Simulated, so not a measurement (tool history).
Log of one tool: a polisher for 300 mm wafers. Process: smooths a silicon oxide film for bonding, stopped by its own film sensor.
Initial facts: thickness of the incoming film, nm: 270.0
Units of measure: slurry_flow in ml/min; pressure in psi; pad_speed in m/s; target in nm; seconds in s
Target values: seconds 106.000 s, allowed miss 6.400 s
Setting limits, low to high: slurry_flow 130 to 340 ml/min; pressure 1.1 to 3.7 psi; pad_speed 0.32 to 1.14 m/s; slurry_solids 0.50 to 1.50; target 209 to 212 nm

run  hour  slurry_flow  pressure  pad_speed  slurry_solids  target  seconds
  1   0.0          220       2.4       0.72           1.00     212   71.927
  2   1.8          255       2.4       0.72           1.00     212   70.916
  3   4.6          255       2.4       0.72           1.00     209   74.079
  4  10.5          255       2.4       0.86           1.00     209   64.468
  5  17.2          255       2.4       0.86           1.00     209   63.768
  6  25.2          255       2.1       0.84           1.00     209   76.791
  7  27.1          255       1.9       0.84           1.00     209   80.920
  8  31.5          255       1.7       0.82           1.00     209   94.675

Exactly one of the 4 candidate moves below puts every result within its allowed miss. Which one?
  A  35.9          260       2.1       0.66           1.15     210        ?
  B  35.9          260       2.0       0.76           0.90     212        ?
  C  35.9          340       1.8       0.84           1.10     209        ?
  D  35.9          255       1.5       0.94           0.80     209        ?

move  seconds
   A   85.310
   B   86.082
   C   82.667
   D  106.750
A: moves away from the targets compared with the last run
B: moves away from the targets compared with the last run
C: moves away from the targets compared with the last run
D: hits every target within its allowed miss
D meets every target.
